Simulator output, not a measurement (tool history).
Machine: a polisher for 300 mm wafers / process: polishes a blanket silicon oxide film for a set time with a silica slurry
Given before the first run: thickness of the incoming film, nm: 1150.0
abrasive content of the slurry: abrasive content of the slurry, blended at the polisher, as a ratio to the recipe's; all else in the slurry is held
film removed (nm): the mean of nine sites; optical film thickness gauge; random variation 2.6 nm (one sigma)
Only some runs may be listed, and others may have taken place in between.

run,hour,flow of slurry (ml/min),pressure of the wafer on the pad (kPa),speed of the pad under the wafer (m/s),abrasive content of the slurry,polishing time (s),film removed (nm)
1,0,185,26.2,1.02,1,105,274.42
2,2.3,185,24.8,1.02,1,105,260.98
3,6.5,185,24.8,1.02,0.9,105,248.51
4,13.3,230,24.8,1.02,0.9,105,259.02
5,19.7,225,23.4,1.02,0.9,105,238.18
6,21.3,225,29.6,1.02,0.9,105,283.12
7,28.6,225,27.6,1,0.9,105,272.04
8,37,225,27.6,1,0.9,105,258.47
9,44.3,225,26.2,1,0.9,105,253.87
10,48.4,225,24.8,1,0.9,105,246.6
11,49.8,225,23.4,1,0.9,105,230.63

Run 12 comes next. What will it give?
12,51.1,225,23.4,1,0.9,105,?

Run 12 yielded film removed (nm) 241.37.
